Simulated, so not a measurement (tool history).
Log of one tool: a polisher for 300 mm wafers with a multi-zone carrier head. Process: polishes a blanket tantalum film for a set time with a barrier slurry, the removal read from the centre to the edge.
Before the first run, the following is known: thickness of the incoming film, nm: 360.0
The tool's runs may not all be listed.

run    day  flow of slurry (ml/min)  pressure of the head's centre zone  pressure of the head's middle zone  pressure of the head's edge zone  abrasive content of the slurry  polishing time (s)  film removed at the wafer's centre (nm)  film removed at mid-radius (nm)  film removed at the wafer's edge (nm)
  1  0.000                      235                                1.00                                1.00                              1.00                            1.00                  50                                  103.730                          106.470                                104.630
  2  0.371                      235                                1.00                                1.00                              1.00                            1.00                  40                                   83.362                           85.914                                 86.007
  3  0.467                      240                                1.00                                1.02                              1.02                            1.05                  41                                   86.278                           90.770                                 89.859
  4  0.583                      240                                1.00                                0.98                              1.02                            1.05                  41                                   87.461                           87.748                                 91.640
  5  0.929                      240                                1.00                                0.95                              1.02                            1.05                  41                                   86.846                           86.255                                 91.250
  6  1.196                      245                                1.00                                0.98                              1.03                            1.10                  42                                   90.449                           92.830                                 94.674
  7  1.567                      250                                1.00                                0.99                              1.05                            1.15                  43                                   95.951                           97.985                                100.500
  8  1.729                      250                                1.00                                0.99                              1.05                            1.15                  43                                   95.783                           97.135                                 99.345
  9  1.779                      250                                0.99                                1.01                              1.06                            1.20                  44                                   97.482                          103.310                                103.880
 10  2.012                      280                                1.07                                1.11                              1.16                            1.45                  49                                  124.940                          130.310                                128.570
 11  2.162                      280                                1.07                                1.12                              1.16                            1.45                  49                                  127.320                          131.450                                129.210

What does the tool deliver on the next run?
 12  2.462                      280                                1.06                                1.13                              1.16                            1.45                  49                                        ?                                ?                                      ?

Run 12 measured film removed at the wafer's centre (nm) 125.420, film removed at mid-radius (nm) 133.560, film removed at the wafer's edge (nm) 128.410.
